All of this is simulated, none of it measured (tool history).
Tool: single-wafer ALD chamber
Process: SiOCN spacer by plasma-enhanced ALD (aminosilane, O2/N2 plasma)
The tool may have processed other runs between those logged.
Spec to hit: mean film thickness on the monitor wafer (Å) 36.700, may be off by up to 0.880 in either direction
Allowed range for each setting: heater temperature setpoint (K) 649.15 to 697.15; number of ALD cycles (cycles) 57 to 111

run,day,heater temperature setpoint (K),number of ALD cycles (cycles),mean film thickness on the monitor wafer (Å)
1,0.000,673.15,84,50.689
2,0.162,673.15,80,48.095
3,0.342,682.15,80,47.263
4,0.608,683.15,77,45.314
5,0.967,683.15,85,49.569
6,1.262,673.15,85,50.698
7,1.600,674.15,80,48.153
8,1.633,675.15,76,45.711
9,1.917,675.15,76,45.882
10,2.004,676.15,73,43.797
11,2.029,677.15,71,41.658
12,2.058,678.15,70,42.000
13,2.208,679.15,68,40.200
14,2.288,680.15,67,39.133
15,2.658,681.15,67,38.974
16,2.817,682.15,61,35.535

Which of these 5 next moves meets every target?
A,2.975,686.15,64,?
B,2.975,684.15,57,?
C,2.975,680.15,60,?
D,2.975,683.15,60,?
E,2.975,684.15,60,?

move,mean film thickness on the monitor wafer (Å)
A,37.113
B,33.270
C,35.476
D,35.135
E,35.021
A: all results in spec
B: the biggest miss grows against the last run
C: the biggest miss grows against the last run
D: the biggest miss grows against the last run
E: the biggest miss grows against the last run
Move A is the one to make.

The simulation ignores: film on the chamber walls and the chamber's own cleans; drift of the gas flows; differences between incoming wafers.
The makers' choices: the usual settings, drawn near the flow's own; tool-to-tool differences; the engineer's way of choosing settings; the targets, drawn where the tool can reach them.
